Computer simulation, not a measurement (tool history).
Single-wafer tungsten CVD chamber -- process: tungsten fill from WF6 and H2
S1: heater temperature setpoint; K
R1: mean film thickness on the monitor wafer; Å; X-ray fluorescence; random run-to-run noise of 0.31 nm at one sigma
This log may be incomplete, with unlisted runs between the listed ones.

{"run": 1, "hour": 0.0, "S1": 658.15, "chamber pressure (Torr)": 44.8, "deposition time (s)": 18.4, "R1": 481.14}
{"run": 2, "hour": 2.5, "S1": 658.15, "chamber pressure (Torr)": 44.8, "deposition time (s)": 19, "R1": 496.68}
{"run": 3, "hour": 8.1, "S1": 662.15, "chamber pressure (Torr)": 44.8, "deposition time (s)": 19, "R1": 538.34}
{"run": 4, "hour": 13.9, "S1": 654.15, "chamber pressure (Torr)": 44.8, "deposition time (s)": 19, "R1": 461.56}
{"run": 5, "hour": 18.4, "S1": 656.15, "chamber pressure (Torr)": 44.9, "deposition time (s)": 19, "R1": 483.32}
{"run": 6, "hour": 26.5, "S1": 656.15, "chamber pressure (Torr)": 42, "deposition time (s)": 19, "R1": 470.71}
{"run": 7, "hour": 30.3, "S1": 658.15, "chamber pressure (Torr)": 42.1, "deposition time (s)": 19, "R1": 486.36}

The next listed run, before its measurement:
{"run": 8, "hour": 37.7, "S1": 660.15, "chamber pressure (Torr)": 42.2, "deposition time (s)": 19, "R1": "?"}

Logged for run 8: R1 503.33 Å.

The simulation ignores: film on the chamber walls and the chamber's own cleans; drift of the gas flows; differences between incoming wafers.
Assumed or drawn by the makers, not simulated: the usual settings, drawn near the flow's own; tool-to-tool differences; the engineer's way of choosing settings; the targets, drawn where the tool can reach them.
